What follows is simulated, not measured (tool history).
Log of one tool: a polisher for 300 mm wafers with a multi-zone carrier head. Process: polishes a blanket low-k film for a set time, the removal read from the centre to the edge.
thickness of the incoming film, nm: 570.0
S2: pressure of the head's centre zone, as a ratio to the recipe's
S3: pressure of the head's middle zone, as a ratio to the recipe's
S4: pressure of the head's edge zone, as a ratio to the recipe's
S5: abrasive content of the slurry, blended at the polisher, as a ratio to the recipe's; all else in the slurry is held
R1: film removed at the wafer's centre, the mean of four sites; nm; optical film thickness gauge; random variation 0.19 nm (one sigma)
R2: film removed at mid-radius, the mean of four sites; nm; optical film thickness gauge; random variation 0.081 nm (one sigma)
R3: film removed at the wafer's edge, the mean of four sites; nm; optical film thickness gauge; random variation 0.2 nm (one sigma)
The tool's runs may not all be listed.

{"run": 1, "day": 0.0, "flow of slurry (ml/min)": 255, "S2": 1, "S3": 1, "S4": 1, "S5": 1, "polishing time (s)": 85, "R1": 24.825, "R2": 24.766, "R3": 24.717}
{"run": 2, "day": 0.033, "flow of slurry (ml/min)": 255, "S2": 1, "S3": 1, "S4": 1, "S5": 0.9, "polishing time (s)": 85, "R1": 23.996, "R2": 23.574, "R3": 23.478}
{"run": 3, "day": 0.246, "flow of slurry (ml/min)": 245, "S2": 0.99, "S3": 0.95, "S4": 0.98, "S5": 0.8, "polishing time (s)": 79, "R1": 20.293, "R2": 19.055, "R3": 19.869}
{"run": 4, "day": 0.471, "flow of slurry (ml/min)": 235, "S2": 0.98, "S3": 0.91, "S4": 0.95, "S5": 0.7, "polishing time (s)": 79, "R1": 18.167, "R2": 17.042, "R3": 18.596}
{"run": 5, "day": 0.838, "flow of slurry (ml/min)": 235, "S2": 0.98, "S3": 0.91, "S4": 0.95, "S5": 0.6, "polishing time (s)": 79, "R1": 15.995, "R2": 14.975, "R3": 16.048}
{"run": 6, "day": 1.025, "flow of slurry (ml/min)": 270, "S2": 0.98, "S3": 0.91, "S4": 0.95, "S5": 0.6, "polishing time (s)": 79, "R1": 16.588, "R2": 15.286, "R3": 16.218}

Forecast run 7:
{"run": 7, "day": 1.171, "flow of slurry (ml/min)": 275, "S2": 0.99, "S3": 0.89, "S4": 0.94, "S5": 0.55, "polishing time (s)": 79, "R1": "?", "R2": "?", "R3": "?"}

Run 7 gave R1 15.57 nm, R2 13.948 nm, R3 14.581 nm.
